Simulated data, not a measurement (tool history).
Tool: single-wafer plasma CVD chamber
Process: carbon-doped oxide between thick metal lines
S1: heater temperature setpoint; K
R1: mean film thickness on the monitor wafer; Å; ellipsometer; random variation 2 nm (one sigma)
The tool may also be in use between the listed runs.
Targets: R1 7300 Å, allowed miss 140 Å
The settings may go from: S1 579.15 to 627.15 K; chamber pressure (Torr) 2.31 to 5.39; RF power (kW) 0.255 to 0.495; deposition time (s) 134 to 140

run 1 day=0 | S1=603.15 chamber_pressure_(Torr)=3.85 RF_power_(kW)=0.375 deposition_time_(s)=140 | R1=5706.3
run 2 day=0.179 | S1=603.15 chamber_pressure_(Torr)=3.85 RF_power_(kW)=0.375 deposition_time_(s)=134 | R1=5455
run 3 day=0.388 | S1=600.15 chamber_pressure_(Torr)=4.08 RF_power_(kW)=0.4 deposition_time_(s)=135 | R1=5935.8
run 4 day=0.558 | S1=600.15 chamber_pressure_(Torr)=4.08 RF_power_(kW)=0.4 deposition_time_(s)=134 | R1=5861.4
run 5 day=0.917 | S1=594.15 chamber_pressure_(Torr)=4.08 RF_power_(kW)=0.4 deposition_time_(s)=134 | R1=6012.4
run 6 day=0.958 | S1=592.15 chamber_pressure_(Torr)=4.26 RF_power_(kW)=0.415 deposition_time_(s)=134 | R1=6299.2
run 7 day=1.333 | S1=590.15 chamber_pressure_(Torr)=4.43 RF_power_(kW)=0.425 deposition_time_(s)=134 | R1=6470.7
run 8 day=1.533 | S1=588.15 chamber_pressure_(Torr)=4.52 RF_power_(kW)=0.435 deposition_time_(s)=134 | R1=6702.8
-- day=1.829 RF generator calibrated
run 9 day=1.829 | S1=587.15 chamber_pressure_(Torr)=4.62 RF_power_(kW)=0.44 deposition_time_(s)=134 | R1=7048.8

Which of these 5 next moves meets every target?
run A day=2.125 | S1=587.15 chamber_pressure_(Torr)=4.04 RF_power_(kW)=0.44 deposition_time_(s)=135 | R1=?
run B day=2.125 | S1=582.15 chamber_pressure_(Torr)=4.07 RF_power_(kW)=0.44 deposition_time_(s)=134 | R1=?
run C day=2.125 | S1=589.15 chamber_pressure_(Torr)=5.21 RF_power_(kW)=0.425 deposition_time_(s)=140 | R1=?
run D day=2.125 | S1=595.15 chamber_pressure_(Torr)=5.38 RF_power_(kW)=0.44 deposition_time_(s)=134 | R1=?
run E day=2.125 | S1=581.15 chamber_pressure_(Torr)=4.82 RF_power_(kW)=0.405 deposition_time_(s)=136 | R1=?

move=A R1=6927.2
move=B R1=7037.2
move=C R1=7238
move=D R1=6967.2
move=E R1=6936
A: further off than the last run
B: as far off as the last run
C: meets every target
D: further off than the last run
E: further off than the last run
Answer: C

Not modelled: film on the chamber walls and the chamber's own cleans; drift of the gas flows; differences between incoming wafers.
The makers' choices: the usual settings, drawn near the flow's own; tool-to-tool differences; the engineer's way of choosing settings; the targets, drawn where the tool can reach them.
